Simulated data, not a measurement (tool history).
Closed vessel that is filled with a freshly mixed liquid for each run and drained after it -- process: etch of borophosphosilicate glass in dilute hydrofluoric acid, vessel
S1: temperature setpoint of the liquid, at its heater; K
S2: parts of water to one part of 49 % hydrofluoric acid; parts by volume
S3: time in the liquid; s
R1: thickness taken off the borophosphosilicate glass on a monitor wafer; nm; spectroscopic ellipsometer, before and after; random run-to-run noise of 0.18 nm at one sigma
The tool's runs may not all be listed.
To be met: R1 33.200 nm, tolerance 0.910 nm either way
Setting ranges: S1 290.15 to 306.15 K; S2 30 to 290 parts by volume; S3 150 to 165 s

run  hour      S1   S2   S3      R1
  1   0.0  298.15  160  150  68.460
  2   1.9  296.15  160  150  63.100
  3   7.8  294.65  175  150  53.949
  4  10.4  294.65  175  150  53.816
  5  19.1  293.65  185  150  48.579
  6  24.5  293.65  145  150  64.516
  7  25.9  292.65  160  150  55.094
  8  28.5  292.15  175  150  48.761
  9  29.8  291.65  185  150  45.077
 10  32.9  291.15  195  150  41.374
 11  40.9  291.15  200  150  40.354
 12  42.8  291.15  205  150  38.908
 13  45.2  291.15  210  150  37.906
 14  48.7  291.15  215  150  36.662
 15  52.5  290.65  220  150  34.955

Consider the 4 candidate settings below. Which is the only one whose results all fall within their allowed miss of target?
  A  56.3  290.15  225  150   ?
  B  56.3  290.15  220  155   ?
  C  56.3  293.15  275  160   ?
  D  56.3  290.15  240  150   ?

move      R1
   A  33.673
   B  35.745
   C  31.500
   D  31.151
A: in spec on every target
B: further off than the last run
C: carries the result that was furthest off beyond its target, to the other side
D: carries the result that was furthest off beyond its target, to the other side
Correct choice: A, which meets every target
